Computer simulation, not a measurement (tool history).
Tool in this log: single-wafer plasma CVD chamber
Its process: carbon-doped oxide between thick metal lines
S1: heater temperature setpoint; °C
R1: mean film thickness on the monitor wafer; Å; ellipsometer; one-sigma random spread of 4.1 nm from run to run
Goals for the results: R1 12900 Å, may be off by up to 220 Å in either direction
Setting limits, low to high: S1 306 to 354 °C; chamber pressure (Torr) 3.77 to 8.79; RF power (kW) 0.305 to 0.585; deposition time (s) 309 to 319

{"run": 1, "hour": 0.0, "S1": 330, "chamber pressure (Torr)": 6.28, "RF power (kW)": 0.445, "deposition time (s)": 309, "R1": 14877}
{"run": 2, "hour": 7.9, "S1": 330, "chamber pressure (Torr)": 6.28, "RF power (kW)": 0.49, "deposition time (s)": 309, "R1": 15922}
{"run": 3, "hour": 10.1, "S1": 330, "chamber pressure (Torr)": 7.32, "RF power (kW)": 0.49, "deposition time (s)": 309, "R1": 15962}
{"run": 4, "hour": 17.7, "S1": 330, "chamber pressure (Torr)": 7.32, "RF power (kW)": 0.52, "deposition time (s)": 309, "R1": 16727}
{"run": 5, "hour": 26.7, "S1": 330, "chamber pressure (Torr)": 8.41, "RF power (kW)": 0.52, "deposition time (s)": 309, "R1": 16792}
{"run": 6, "hour": 32.3, "S1": 336, "chamber pressure (Torr)": 8.32, "RF power (kW)": 0.475, "deposition time (s)": 309, "R1": 15510}
{"run": 7, "hour": 33.1, "S1": 340, "chamber pressure (Torr)": 8.21, "RF power (kW)": 0.44, "deposition time (s)": 309, "R1": 14495}
{"run": 8, "hour": 39.8, "S1": 343, "chamber pressure (Torr)": 8.13, "RF power (kW)": 0.42, "deposition time (s)": 309, "R1": 13941}
{"run": 9, "hour": 43.2, "S1": 345, "chamber pressure (Torr)": 8.06, "RF power (kW)": 0.405, "deposition time (s)": 309, "R1": 13456}
{"run": 10, "hour": 48.5, "S1": 347, "chamber pressure (Torr)": 7.99, "RF power (kW)": 0.4, "deposition time (s)": 309, "R1": 13239}
{"run": 11, "hour": 56.7, "S1": 349, "chamber pressure (Torr)": 7.93, "RF power (kW)": 0.4, "deposition time (s)": 309, "R1": 13122}

4 next moves are on the table. One of them brings every result within its allowed miss. Which?
{"run": "A", "hour": 64.9, "S1": 354, "chamber pressure (Torr)": 8.31, "RF power (kW)": 0.41, "deposition time (s)": 310, "R1": "?"}
{"run": "B", "hour": 64.9, "S1": 343, "chamber pressure (Torr)": 8.25, "RF power (kW)": 0.41, "deposition time (s)": 309, "R1": "?"}
{"run": "C", "hour": 64.9, "S1": 351, "chamber pressure (Torr)": 8.45, "RF power (kW)": 0.375, "deposition time (s)": 319, "R1": "?"}
{"run": "D", "hour": 64.9, "S1": 346, "chamber pressure (Torr)": 7.4, "RF power (kW)": 0.405, "deposition time (s)": 309, "R1": "?"}

move=A R1=13305
move=B R1=13643
move=C R1=12851
move=D R1=13307
A: misses by more than the last run did
B: misses by more than the last run did
C: hits every target within its allowed miss
D: misses by more than the last run did
C meets every target.
